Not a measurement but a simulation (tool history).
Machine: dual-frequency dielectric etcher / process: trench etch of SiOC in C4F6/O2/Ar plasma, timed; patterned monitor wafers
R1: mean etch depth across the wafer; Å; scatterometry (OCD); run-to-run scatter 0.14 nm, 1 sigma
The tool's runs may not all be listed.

{"run": 1, "hour": 0.0, "source power (W)": 470, "bias power (W)": 142, "etch time (s)": 22.5, "R1": 473.02}
{"run": 2, "hour": 2.5, "source power (W)": 440, "bias power (W)": 140, "etch time (s)": 22.5, "R1": 454.92}
{"run": 3, "hour": 10.7, "source power (W)": 420, "bias power (W)": 139, "etch time (s)": 22.5, "R1": 445.63}
{"run": 4, "hour": 13.4, "source power (W)": 420, "bias power (W)": 139, "etch time (s)": 23.5, "R1": 467.93}
{"run": 5, "hour": 14.6, "source power (W)": 420, "bias power (W)": 139, "etch time (s)": 23.5, "R1": 467.67}
{"run": 6, "hour": 19.2, "source power (W)": 400, "bias power (W)": 138, "etch time (s)": 23.5, "R1": 457.25}
{"run": 7, "hour": 23.4, "source power (W)": 380, "bias power (W)": 137, "etch time (s)": 23.5, "R1": 446.38}
{"run": 8, "hour": 24.3, "source power (W)": 360, "bias power (W)": 136, "etch time (s)": 23.5, "R1": 436.72}

What does the tool deliver on the next run?
{"hour": 30.6, "done": "bias power generator calibrated"}
{"run": 9, "hour": 30.6, "source power (W)": 350, "bias power (W)": 135, "etch time (s)": 23.5, "R1": "?"}

R1: 419.98 Å
